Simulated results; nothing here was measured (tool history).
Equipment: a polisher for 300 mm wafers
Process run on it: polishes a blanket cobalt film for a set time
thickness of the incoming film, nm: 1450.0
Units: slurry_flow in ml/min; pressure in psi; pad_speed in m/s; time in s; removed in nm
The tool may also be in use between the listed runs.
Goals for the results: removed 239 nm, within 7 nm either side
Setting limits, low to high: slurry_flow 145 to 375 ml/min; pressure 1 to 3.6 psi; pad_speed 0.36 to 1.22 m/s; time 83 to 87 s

{"run": 1, "hour": 0.0, "slurry_flow": 240, "pressure": 2.3, "pad_speed": 0.78, "time": 83, "removed": 330.29}
{"run": 2, "hour": 7.1, "slurry_flow": 240, "pressure": 2.3, "pad_speed": 0.96, "time": 83, "removed": 397.58}
{"run": 3, "hour": 11.6, "slurry_flow": 200, "pressure": 2.3, "pad_speed": 0.96, "time": 83, "removed": 394.04}
{"run": 4, "hour": 17.3, "slurry_flow": 160, "pressure": 2.3, "pad_speed": 0.96, "time": 83, "removed": 376.84}
{"run": 5, "hour": 22.5, "slurry_flow": 160, "pressure": 2, "pad_speed": 0.96, "time": 83, "removed": 336.55}
{"hour": 28.8, "done": "head pressure recalibrated"}
{"run": 6, "hour": 28.8, "slurry_flow": 160, "pressure": 2, "pad_speed": 0.96, "time": 83, "removed": 372.8}
{"run": 7, "hour": 37.0, "slurry_flow": 160, "pressure": 2, "pad_speed": 0.96, "time": 83, "removed": 378.73}
{"run": 8, "hour": 45.2, "slurry_flow": 155, "pressure": 1.8, "pad_speed": 0.84, "time": 83, "removed": 298.87}
{"run": 9, "hour": 50.7, "slurry_flow": 155, "pressure": 1.8, "pad_speed": 0.84, "time": 83, "removed": 301.47}
{"run": 10, "hour": 54.0, "slurry_flow": 155, "pressure": 1.5, "pad_speed": 0.82, "time": 83, "removed": 253.28}
{"run": 11, "hour": 56.3, "slurry_flow": 155, "pressure": 1.5, "pad_speed": 0.82, "time": 83, "removed": 256.52}

Exercise: of the 5 proposed moves below, exactly one satisfies all targets within the stated allowed misses. Which move is it?
{"run": "A", "hour": 58.6, "slurry_flow": 150, "pressure": 1.6, "pad_speed": 0.74, "time": 87, "removed": "?"}
{"run": "B", "hour": 58.6, "slurry_flow": 165, "pressure": 1.4, "pad_speed": 0.82, "time": 87, "removed": "?"}
{"run": "C", "hour": 58.6, "slurry_flow": 145, "pressure": 2.2, "pad_speed": 0.54, "time": 86, "removed": "?"}
{"run": "D", "hour": 58.6, "slurry_flow": 145, "pressure": 1.6, "pad_speed": 0.82, "time": 83, "removed": "?"}
{"run": "E", "hour": 58.6, "slurry_flow": 240, "pressure": 1.2, "pad_speed": 0.9, "time": 87, "removed": "?"}

move=A removed=249.72
move=B removed=249.73
move=C removed=239.54
move=D removed=261.84
move=E removed=251.75
A: nearer than the last run, and not there yet
B: nearer than the last run, and not there yet
C: every result within its allowed miss
D: the biggest miss grows against the last run
E: nearer than the last run, and not there yet
So the answer is move C, the one that meets all the targets.
